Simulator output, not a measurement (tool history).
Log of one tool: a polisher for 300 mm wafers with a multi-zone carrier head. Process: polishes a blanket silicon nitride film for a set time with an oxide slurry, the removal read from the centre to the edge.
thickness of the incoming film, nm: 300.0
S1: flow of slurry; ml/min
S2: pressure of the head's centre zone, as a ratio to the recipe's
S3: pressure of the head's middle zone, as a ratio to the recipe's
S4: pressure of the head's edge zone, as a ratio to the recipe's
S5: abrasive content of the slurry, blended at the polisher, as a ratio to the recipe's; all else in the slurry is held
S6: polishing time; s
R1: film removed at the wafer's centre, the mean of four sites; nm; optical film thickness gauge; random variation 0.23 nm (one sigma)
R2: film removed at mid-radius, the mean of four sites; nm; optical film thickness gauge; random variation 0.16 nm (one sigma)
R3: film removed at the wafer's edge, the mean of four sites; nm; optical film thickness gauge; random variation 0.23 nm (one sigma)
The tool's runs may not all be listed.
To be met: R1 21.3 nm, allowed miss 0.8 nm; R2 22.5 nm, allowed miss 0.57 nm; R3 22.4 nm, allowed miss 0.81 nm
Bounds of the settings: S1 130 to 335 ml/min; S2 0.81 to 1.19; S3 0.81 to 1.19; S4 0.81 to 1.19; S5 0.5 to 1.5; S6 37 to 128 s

Run 1, hour 0: S1 215 ml/min, S2 1, S3 1, S4 1, S5 1, S6 82 s. Result: R1 33.434 nm, R2 32.529 nm, R3 32.595 nm.
Run 2, hour 8.4: S1 190 ml/min, S2 1, S3 1, S4 1, S5 1, S6 82 s. Result: R1 33.428 nm, R2 31.79 nm, R3 32.233 nm.
Run 3, hour 10.6: S1 190 ml/min, S2 1, S3 1, S4 1, S5 1.1, S6 82 s. Result: R1 33.678 nm, R2 33.887 nm, R3 34.371 nm.
Run 4, hour 13.5: S1 185 ml/min, S2 0.96, S3 1.01, S4 1.01, S5 1, S6 80 s. Result: R1 31.631 nm, R2 31.556 nm, R3 31.286 nm.
Run 5, hour 14.6: S1 210 ml/min, S2 0.93, S3 1.01, S4 1.05, S5 0.95, S6 75 s. Result: R1 28.289 nm, R2 29.203 nm, R3 29.754 nm.
Run 6, hour 22.4: S1 220 ml/min, S2 0.91, S3 1.01, S4 1.05, S5 0.85, S6 73 s. Result: R1 25.775 nm, R2 26.898 nm, R3 27.172 nm.
Run 7, hour 30.3: S1 220 ml/min, S2 0.89, S3 1, S4 1.03, S5 0.8, S6 73 s. Result: R1 24.301 nm, R2 25.554 nm, R3 26.126 nm.
Run 8, hour 36.8: S1 180 ml/min, S2 0.83, S3 0.95, S4 0.93, S5 0.75, S6 73 s. Result: R1 21.601 nm, R2 23.21 nm, R3 23.702 nm.
Run 9, hour 41: S1 180 ml/min, S2 0.83, S3 0.95, S4 0.91, S5 0.75, S6 73 s. Result: R1 21.322 nm, R2 22.971 nm, R3 23.909 nm.
Run 10, hour 46.9: S1 175 ml/min, S2 0.84, S3 0.96, S4 0.89, S5 0.75, S6 73 s. Result: R1 21.775 nm, R2 23.642 nm, R3 23.322 nm.
Run 11, hour 52: S1 170 ml/min, S2 0.84, S3 0.95, S4 0.88, S5 0.75, S6 73 s. Result: R1 21.404 nm, R2 23.419 nm, R3 23.063 nm.

5 next moves are on the table. One of them brings every result within its allowed miss. Which?
Run A, hour 57.1: S1 130 ml/min, S2 0.99, S3 0.94, S4 0.86, S5 0.65, S6 80 s. Result: R1 ?, R2 ?, R3 ?.
Run B, hour 57.1: S1 150 ml/min, S2 0.82, S3 0.91, S4 0.92, S5 0.8, S6 72 s. Result: R1 ?, R2 ?, R3 ?.
Run C, hour 57.1: S1 205 ml/min, S2 0.88, S3 0.99, S4 0.93, S5 0.9, S6 61 s. Result: R1 ?, R2 ?, R3 ?.
Run D, hour 57.1: S1 130 ml/min, S2 0.83, S3 1, S4 1.03, S5 0.8, S6 72 s. Result: R1 ?, R2 ?, R3 ?.
Run E, hour 57.1: S1 210 ml/min, S2 0.88, S3 0.94, S4 0.87, S5 0.95, S6 65 s. Result: R1 ?, R2 ?, R3 ?.

move      R1      R2      R3
   A  23.852  22.113  22.414
   B  21.308  22.382  23.929
   C  21.147  22.415   22.24
   D   21.16  23.849  24.945
   E  23.234  23.582  23.701
A: brings the result that was furthest off to its target, and leaves another outside
B: brings the result that was furthest off to its target, and leaves another outside
C: meets every target
D: further off than the last run
E: further off than the last run
Answer: C

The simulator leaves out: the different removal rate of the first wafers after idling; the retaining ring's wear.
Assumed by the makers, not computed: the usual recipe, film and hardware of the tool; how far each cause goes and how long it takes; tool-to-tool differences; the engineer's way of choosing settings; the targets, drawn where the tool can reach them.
